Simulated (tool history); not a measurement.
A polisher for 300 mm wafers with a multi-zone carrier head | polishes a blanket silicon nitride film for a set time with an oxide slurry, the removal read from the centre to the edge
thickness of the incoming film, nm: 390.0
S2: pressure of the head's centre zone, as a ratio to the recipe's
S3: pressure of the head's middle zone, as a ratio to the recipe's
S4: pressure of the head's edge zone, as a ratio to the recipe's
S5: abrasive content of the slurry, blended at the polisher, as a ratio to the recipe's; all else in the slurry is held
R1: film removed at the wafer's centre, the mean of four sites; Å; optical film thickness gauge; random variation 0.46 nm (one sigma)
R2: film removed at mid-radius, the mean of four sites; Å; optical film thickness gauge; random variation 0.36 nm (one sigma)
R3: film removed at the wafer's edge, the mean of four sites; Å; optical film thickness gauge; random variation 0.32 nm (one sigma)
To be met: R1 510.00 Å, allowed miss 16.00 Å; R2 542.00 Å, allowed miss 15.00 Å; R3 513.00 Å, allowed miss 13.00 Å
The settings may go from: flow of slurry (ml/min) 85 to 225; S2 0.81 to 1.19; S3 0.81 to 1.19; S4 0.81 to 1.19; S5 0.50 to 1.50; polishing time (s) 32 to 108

run 1 hour=0.0 | flow_of_slurry_(ml/min)=145 S2=1.00 S3=1.00 S4=1.00 S5=1.00 polishing_time_(s)=70 | R1=384.86 R2=395.80 R3=393.55
run 2 hour=6.0 | flow_of_slurry_(ml/min)=125 S2=1.00 S3=1.00 S4=1.00 S5=1.00 polishing_time_(s)=70 | R1=367.06 R2=382.32 R3=388.65
run 3 hour=8.9 | flow_of_slurry_(ml/min)=125 S2=1.05 S3=1.00 S4=1.00 S5=1.00 polishing_time_(s)=70 | R1=389.72 R2=377.95 R3=385.33
run 4 hour=12.5 | flow_of_slurry_(ml/min)=140 S2=1.05 S3=1.02 S4=1.03 S5=1.05 polishing_time_(s)=70 | R1=412.46 R2=406.62 R3=406.24
run 5 hour=19.1 | flow_of_slurry_(ml/min)=140 S2=1.05 S3=1.02 S4=1.03 S5=1.25 polishing_time_(s)=70 | R1=446.94 R2=449.95 R3=445.83
-- hour=23.5 edge zone pressure recalibrated
run 6 hour=23.5 | flow_of_slurry_(ml/min)=155 S2=1.05 S3=1.03 S4=1.05 S5=1.25 polishing_time_(s)=70 | R1=463.38 R2=457.72 R3=443.99
run 7 hour=24.9 | flow_of_slurry_(ml/min)=155 S2=1.04 S3=1.04 S4=1.07 S5=1.30 polishing_time_(s)=70 | R1=465.32 R2=473.79 R3=457.59
run 8 hour=29.5 | flow_of_slurry_(ml/min)=160 S2=1.03 S3=1.04 S4=1.08 S5=1.35 polishing_time_(s)=70 | R1=468.13 R2=483.76 R3=462.64
run 9 hour=37.6 | flow_of_slurry_(ml/min)=160 S2=1.03 S3=1.04 S4=1.09 S5=1.40 polishing_time_(s)=71 | R1=477.88 R2=495.24 R3=492.20
run 10 hour=42.2 | flow_of_slurry_(ml/min)=165 S2=1.03 S3=1.05 S4=1.10 S5=1.40 polishing_time_(s)=71 | R1=489.00 R2=495.98 R3=489.22
run 11 hour=48.9 | flow_of_slurry_(ml/min)=165 S2=1.03 S3=1.06 S4=1.11 S5=1.40 polishing_time_(s)=71 | R1=480.48 R2=509.71 R3=491.65

4 next moves are on the table. One of them brings every result within its allowed miss. Which?
run A hour=55.6 | flow_of_slurry_(ml/min)=195 S2=1.06 S3=1.01 S4=1.10 S5=1.45 polishing_time_(s)=76 | R1=? R2=? R3=?
run B hour=55.6 | flow_of_slurry_(ml/min)=185 S2=1.05 S3=1.09 S4=1.12 S5=1.20 polishing_time_(s)=82 | R1=? R2=? R3=?
run C hour=55.6 | flow_of_slurry_(ml/min)=100 S2=0.99 S3=1.00 S4=1.01 S5=1.50 polishing_time_(s)=86 | R1=? R2=? R3=?
run D hour=55.6 | flow_of_slurry_(ml/min)=165 S2=1.05 S3=1.09 S4=1.11 S5=1.30 polishing_time_(s)=76 | R1=? R2=? R3=?

move=A R1=555.44 R2=542.81 R3=547.06
move=B R1=541.54 R2=570.33 R3=544.25
move=C R1=503.85 R2=533.67 R3=542.64
move=D R1=509.63 R2=537.98 R3=513.72
A: brings the result that was furthest off to its target, and leaves another outside
B: takes the result that was furthest off past its target
C: brings the result that was furthest off to its target, and leaves another outside
D: meets every target
The right move is D.

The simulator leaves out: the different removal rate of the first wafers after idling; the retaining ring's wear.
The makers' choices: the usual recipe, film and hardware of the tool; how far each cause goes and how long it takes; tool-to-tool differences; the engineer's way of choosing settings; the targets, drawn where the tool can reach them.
